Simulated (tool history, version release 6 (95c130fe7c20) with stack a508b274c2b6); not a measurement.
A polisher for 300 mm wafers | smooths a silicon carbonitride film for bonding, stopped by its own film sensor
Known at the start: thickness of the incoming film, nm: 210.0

run,hour,flow of slurry (ml/min),pressure of the wafer on the pad (kPa),speed of the pad under the wafer (cm/s),abrasive content of the slurry,target thickness at which the film sensor stops the polish (nm),time until the film sensor stopped the polish (s)
1,0.0,135,11.7,112,1.0,188,94.676
2,7.3,135,11.7,112,1.0,188,93.678
3,12.4,115,11.7,112,1.0,188,101.370
4,17.4,115,11.7,112,1.0,188,97.626
5,21.5,120,13.1,114,1.0,188,87.243
6,30.5,120,10.3,114,1.0,188,108.830
7,36.8,125,11.0,114,1.0,188,100.370
8,38.1,130,11.0,114,1.0,188,103.010

The next listed run, before its measurement:
9,44.1,130,13.1,116,1.0,188,?

time until the film sensor stopped the polish (s): 84.971
